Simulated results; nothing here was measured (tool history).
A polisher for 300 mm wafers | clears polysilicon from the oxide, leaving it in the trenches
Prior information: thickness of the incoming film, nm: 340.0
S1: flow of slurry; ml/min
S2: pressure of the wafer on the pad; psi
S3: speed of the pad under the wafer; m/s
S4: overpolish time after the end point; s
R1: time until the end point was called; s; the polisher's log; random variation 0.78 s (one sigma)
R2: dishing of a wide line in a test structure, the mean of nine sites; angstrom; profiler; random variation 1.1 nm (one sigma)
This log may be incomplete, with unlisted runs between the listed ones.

Run 1, day 0.000: S1 175 ml/min, S2 3.2 psi, S3 1.26 m/s, S4 18 s. Result: R1 19.466 s, R2 734.60 angstrom.
Run 2, day 0.212: S1 215 ml/min, S2 3.2 psi, S3 1.26 m/s, S4 18 s. Result: R1 18.279 s, R2 706.91 angstrom.
Run 3, day 0.567: S1 215 ml/min, S2 3.5 psi, S3 1.26 m/s, S4 18 s. Result: R1 16.548 s, R2 713.66 angstrom.
Run 4, day 0.875: S1 215 ml/min, S2 3.9 psi, S3 1.26 m/s, S4 18 s. Result: R1 15.179 s, R2 720.14 angstrom.
Run 5, day 1.171: S1 215 ml/min, S2 4.3 psi, S3 1.26 m/s, S4 18 s. Result: R1 14.212 s, R2 718.11 angstrom.
Run 6, day 1.379: S1 235 ml/min, S2 4.3 psi, S3 1.26 m/s, S4 18 s. Result: R1 13.313 s, R2 721.13 angstrom.

Run 7 comes next. What will it give?
Run 7, day 1.546: S1 225 ml/min, S2 3.4 psi, S3 1.12 m/s, S4 16 s. Result: R1 ?, R2 ?.

R1: 19.103 s
R2: 722.81 angstrom
